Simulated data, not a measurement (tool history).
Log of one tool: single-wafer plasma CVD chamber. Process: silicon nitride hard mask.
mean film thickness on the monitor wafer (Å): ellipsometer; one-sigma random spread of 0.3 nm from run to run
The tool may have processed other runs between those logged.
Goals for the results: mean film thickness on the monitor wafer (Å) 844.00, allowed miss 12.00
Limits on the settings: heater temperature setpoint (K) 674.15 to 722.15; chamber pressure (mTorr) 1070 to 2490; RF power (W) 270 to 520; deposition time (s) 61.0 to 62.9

run  hour  heater temperature setpoint (K)  chamber pressure (mTorr)  RF power (W)  deposition time (s)  mean film thickness on the monitor wafer (Å)
  1   0.0                           698.15                      1780           395                 61.0                                        915.12
  2   4.3                           698.15                      1720           395                 61.0                                        904.33
  3   6.6                           698.15                      1670           395                 61.0                                        899.51
  4  11.1                           698.15                      1620           395                 61.0                                        892.25
  5  14.6                           698.15                      1740           395                 61.0                                        913.77
  6  21.0                           698.15                      1690           395                 61.0                                        905.70
  7  24.1                           698.15                      1330           385                 61.0                                        816.78
  8  27.6                           698.15                      1350           385                 61.0                                        827.89

Below are 4 possible settings for the next run. Only one of them brings all results inside the allowed miss of their targets. Which is it?
  A  31.1                           701.15                      1250           385                 61.9                                             ?
  B  31.1                           682.15                      1280           430                 61.2                                             ?
  C  31.1                           709.15                      1780           300                 62.8                                             ?
  D  31.1                           691.15                      1410           375                 62.4                                             ?

move  mean film thickness on the monitor wafer (Å)
   A                                        814.21
   B                                        869.10
   C                                        810.14
   D                                        850.48
A: moves away from the targets compared with the last run
B: pushes the last run's worst result past its target
C: moves away from the targets compared with the last run
D: in spec on every target
The right move is D.
